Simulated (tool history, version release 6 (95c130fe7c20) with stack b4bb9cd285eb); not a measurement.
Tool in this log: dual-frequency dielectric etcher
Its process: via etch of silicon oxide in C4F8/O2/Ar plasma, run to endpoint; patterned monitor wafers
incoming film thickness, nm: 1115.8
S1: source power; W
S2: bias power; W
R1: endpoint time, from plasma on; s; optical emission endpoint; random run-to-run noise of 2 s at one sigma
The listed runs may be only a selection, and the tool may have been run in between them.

run	hour	S1	S2	R1
1	0.0	2200	2356	198.32
2	4.1	2090	2243	207.73
3	9.9	2090	2507	200.83
4	16.6	2090	2852	196.67
5	23.2	1990	2666	203.13
6	26.5	2310	2666	188.68
7	28.0	2180	2542	197.03
8	31.2	1740	2071	234.74
9	33.6	1320	1899	291.86
10	39.8	1360	1905	285.50
11	46.0	1360	1905	284.04
12	46.7	1390	1910	283.49
13	48.2	1420	1915	279.00
14	56.4	1770	2036	234.27
15	64.8	1740	2034	235.35
16	67.0	1710	2034	239.91
17	67.9	1690	2032	241.63
18	72.2	1670	2030	242.47
19	78.5	1650	2029	244.52
20	80.7	1630	2028	244.49
21	85.1	1610	2026	250.07

The next listed run, before its measurement:
22	87.2	1600	2024	?

Run 22 yielded R1 251.88 s.

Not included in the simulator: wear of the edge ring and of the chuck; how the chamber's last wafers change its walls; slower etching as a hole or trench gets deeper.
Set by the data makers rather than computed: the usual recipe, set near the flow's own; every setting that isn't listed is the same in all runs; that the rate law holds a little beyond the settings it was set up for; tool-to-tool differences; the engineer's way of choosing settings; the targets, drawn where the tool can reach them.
